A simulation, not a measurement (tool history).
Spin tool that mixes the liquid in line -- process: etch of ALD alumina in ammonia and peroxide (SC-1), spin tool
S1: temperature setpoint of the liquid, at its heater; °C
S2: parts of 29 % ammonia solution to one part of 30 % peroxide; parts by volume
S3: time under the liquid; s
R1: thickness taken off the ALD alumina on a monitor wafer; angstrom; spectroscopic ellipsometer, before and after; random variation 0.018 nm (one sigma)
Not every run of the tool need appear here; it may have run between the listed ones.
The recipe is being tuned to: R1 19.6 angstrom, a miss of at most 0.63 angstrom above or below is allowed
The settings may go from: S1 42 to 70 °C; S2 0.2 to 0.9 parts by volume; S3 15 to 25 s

run  hour    S1    S2  S3      R1
  1     0    58   0.5  25   31.33
  2     5    58   0.5  25  32.424
  3   8.5  55.5   0.5  25  28.097
  4  12.8    53   0.5  25  24.379
  5  19.4  46.5   0.5  25  17.002
  6  22.5  46.5  0.65  25  17.349
  7  30.8    47  0.65  25  17.971
  8  39.1  47.5  0.65  25  18.623

Pick the move, out of 4, that brings all results within their allowed miss; only one does.
  A  47.4  56.5   0.6  15   ?
  B  47.4  47.5  0.55  25   ?
  C  47.4    49  0.45  25   ?
  D  47.4  46.5  0.75  25   ?

move      R1
   A  18.034
   B  18.293
   C  19.511
   D  17.812
A: its largest miss is bigger than the last run's
B: its largest miss is bigger than the last run's
C: every result lands within tolerance
D: its largest miss is bigger than the last run's
The right move is C.
